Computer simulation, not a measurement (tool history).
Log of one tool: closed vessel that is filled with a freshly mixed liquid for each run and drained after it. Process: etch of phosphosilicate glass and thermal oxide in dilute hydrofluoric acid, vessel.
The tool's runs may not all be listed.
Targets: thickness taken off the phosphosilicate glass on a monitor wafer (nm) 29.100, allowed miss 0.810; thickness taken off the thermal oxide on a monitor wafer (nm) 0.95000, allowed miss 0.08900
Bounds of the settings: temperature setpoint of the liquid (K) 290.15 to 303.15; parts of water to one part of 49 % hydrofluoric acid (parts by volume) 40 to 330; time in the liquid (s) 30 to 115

run  hour  temperature setpoint of the liquid (K)  parts of water to one part of 49 % hydrofluoric acid (parts by volume)  time in the liquid (s)  thickness taken off the phosphosilicate glass on a monitor wafer (nm)  thickness taken off the thermal oxide on a monitor wafer (nm)
  1   0.0                                  295.15                                                                     185                      60                                                                 42.322                                                        1.38790
  2   3.8                                  294.65                                                                     190                      60                                                                 40.006                                                        1.32700
  3  11.7                                  294.15                                                                     195                      60                                                                 38.101                                                        1.18230
  4  19.6                                  291.15                                                                     195                      60                                                                 34.222                                                        1.11870
  5  26.5                                  291.15                                                                     200                      60                                                                 32.742                                                        1.03880
  6  28.3                                  291.15                                                                     245                      60                                                                 25.834                                                        0.84934
  7  31.0                                  291.65                                                                     245                      60                                                                 25.913                                                        0.85598
  8  32.0                                  292.15                                                                     245                      60                                                                 26.548                                                        0.91360

Which of these 4 next moves meets every target?
  A  33.0                                  295.65                                                                     260                      65                                                                      ?                                                              ?
  B  33.0                                  293.65                                                                     300                      80                                                                      ?                                                              ?
  C  33.0                                  292.65                                                                     230                      50                                                                      ?                                                              ?
  D  33.0                                  292.15                                                                     225                      55                                                                      ?                                                              ?

move  thickness taken off the phosphosilicate glass on a monitor wafer (nm)  thickness taken off the thermal oxide on a monitor wafer (nm)
   A                                                                 30.908                                                        1.02210
   B                                                                 29.533                                                        0.97664
   C                                                                 24.741                                                        0.81817
   D                                                                 27.420                                                        0.90676
A: takes the result that was furthest off past its target
B: meets every target
C: further off than the last run
D: nearer than the last run, and not there yet
The right move is B.

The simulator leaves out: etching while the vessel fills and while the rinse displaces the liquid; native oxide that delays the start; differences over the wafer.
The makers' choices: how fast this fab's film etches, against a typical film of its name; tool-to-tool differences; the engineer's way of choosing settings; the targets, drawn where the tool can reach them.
